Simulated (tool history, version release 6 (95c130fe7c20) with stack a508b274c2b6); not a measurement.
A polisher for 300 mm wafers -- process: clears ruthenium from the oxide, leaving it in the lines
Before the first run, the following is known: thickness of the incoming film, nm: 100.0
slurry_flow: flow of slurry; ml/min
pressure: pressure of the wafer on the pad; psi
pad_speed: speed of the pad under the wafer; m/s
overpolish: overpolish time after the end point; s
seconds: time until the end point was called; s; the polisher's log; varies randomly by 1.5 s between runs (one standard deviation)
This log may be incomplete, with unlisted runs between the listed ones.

run,hour,slurry_flow,pressure,pad_speed,overpolish,seconds
1,0,265,1.6,0.94,13,131.36
2,6.5,265,1.6,0.94,13,133.23
3,15.5,265,1.6,0.94,13,133.38
4,23,265,1.8,0.96,13,114.81
5,28.8,300,1.8,0.96,13,114.99
6,30.5,300,1.8,0.82,13,135.81
7,37.3,305,2.3,0.92,13,94.731
8,38.6,305,2.4,0.94,13,90.711

Run 9 is up next; what results do you expect?
9,44.7,305,2.5,0.96,13,?

Run 9 produced seconds 83.892 s.

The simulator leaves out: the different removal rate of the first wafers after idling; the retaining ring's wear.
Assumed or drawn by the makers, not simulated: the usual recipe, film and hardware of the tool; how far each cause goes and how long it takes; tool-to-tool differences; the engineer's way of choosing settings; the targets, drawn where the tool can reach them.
